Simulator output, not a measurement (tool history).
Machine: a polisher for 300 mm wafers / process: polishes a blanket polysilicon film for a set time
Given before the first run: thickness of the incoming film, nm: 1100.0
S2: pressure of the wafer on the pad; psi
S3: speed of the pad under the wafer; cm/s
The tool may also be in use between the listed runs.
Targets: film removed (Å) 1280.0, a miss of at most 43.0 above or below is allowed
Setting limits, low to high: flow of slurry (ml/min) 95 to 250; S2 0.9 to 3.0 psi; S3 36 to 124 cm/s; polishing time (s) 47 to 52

{"run": 1, "hour": 0.0, "flow of slurry (ml/min)": 160, "S2": 1.9, "S3": 80, "polishing time (s)": 52, "film removed (Å)": 2079.1}
{"run": 2, "hour": 6.1, "flow of slurry (ml/min)": 160, "S2": 1.9, "S3": 60, "polishing time (s)": 52, "film removed (Å)": 1640.2}
{"run": 3, "hour": 10.6, "flow of slurry (ml/min)": 160, "S2": 1.9, "S3": 60, "polishing time (s)": 47, "film removed (Å)": 1490.1}
{"run": 4, "hour": 17.7, "flow of slurry (ml/min)": 160, "S2": 1.9, "S3": 60, "polishing time (s)": 52, "film removed (Å)": 1608.8}
{"run": 5, "hour": 21.3, "flow of slurry (ml/min)": 160, "S2": 2.1, "S3": 60, "polishing time (s)": 52, "film removed (Å)": 1781.1}
{"run": 6, "hour": 22.3, "flow of slurry (ml/min)": 160, "S2": 2.1, "S3": 60, "polishing time (s)": 52, "film removed (Å)": 1768.1}
{"hour": 29.6, "done": "worn pad replaced by a new one"}
{"run": 7, "hour": 29.6, "flow of slurry (ml/min)": 155, "S2": 1.9, "S3": 60, "polishing time (s)": 52, "film removed (Å)": 1758.3}
{"run": 8, "hour": 38.4, "flow of slurry (ml/min)": 170, "S2": 1.9, "S3": 60, "polishing time (s)": 52, "film removed (Å)": 1810.5}
{"run": 9, "hour": 41.9, "flow of slurry (ml/min)": 155, "S2": 1.9, "S3": 60, "polishing time (s)": 52, "film removed (Å)": 1763.1}
{"run": 10, "hour": 43.5, "flow of slurry (ml/min)": 170, "S2": 1.7, "S3": 58, "polishing time (s)": 52, "film removed (Å)": 1571.9}
{"run": 11, "hour": 50.2, "flow of slurry (ml/min)": 160, "S2": 1.6, "S3": 58, "polishing time (s)": 52, "film removed (Å)": 1448.0}
{"run": 12, "hour": 55.1, "flow of slurry (ml/min)": 150, "S2": 1.6, "S3": 58, "polishing time (s)": 52, "film removed (Å)": 1461.8}
{"run": 13, "hour": 59.6, "flow of slurry (ml/min)": 150, "S2": 1.6, "S3": 58, "polishing time (s)": 52, "film removed (Å)": 1446.5}
{"run": 14, "hour": 65.5, "flow of slurry (ml/min)": 140, "S2": 1.5, "S3": 58, "polishing time (s)": 52, "film removed (Å)": 1361.0}
{"run": 15, "hour": 68.8, "flow of slurry (ml/min)": 135, "S2": 1.5, "S3": 58, "polishing time (s)": 52, "film removed (Å)": 1327.8}
{"run": 16, "hour": 72.5, "flow of slurry (ml/min)": 130, "S2": 1.5, "S3": 58, "polishing time (s)": 52, "film removed (Å)": 1327.7}

Which one of the following 5 next-run settings gets every result inside its allowed miss? There is exactly one.
{"run": "A", "hour": 76.2, "flow of slurry (ml/min)": 135, "S2": 1.5, "S3": 60, "polishing time (s)": 52, "film removed (Å)": "?"}
{"run": "B", "hour": 76.2, "flow of slurry (ml/min)": 200, "S2": 1.8, "S3": 46, "polishing time (s)": 52, "film removed (Å)": "?"}
{"run": "C", "hour": 76.2, "flow of slurry (ml/min)": 185, "S2": 1.2, "S3": 74, "polishing time (s)": 52, "film removed (Å)": "?"}
{"run": "D", "hour": 76.2, "flow of slurry (ml/min)": 125, "S2": 1.7, "S3": 58, "polishing time (s)": 51, "film removed (Å)": "?"}
{"run": "E", "hour": 76.2, "flow of slurry (ml/min)": 160, "S2": 1.6, "S3": 50, "polishing time (s)": 51, "film removed (Å)": "?"}

move=A film_removed_(Å)=1379.5
move=B film_removed_(Å)=1373.1
move=C film_removed_(Å)=1393.0
move=D film_removed_(Å)=1467.3
move=E film_removed_(Å)=1256.9
A: the biggest miss grows against the last run
B: the biggest miss grows against the last run
C: the biggest miss grows against the last run
D: the biggest miss grows against the last run
E: every result lands within tolerance
Move E is the one to make.
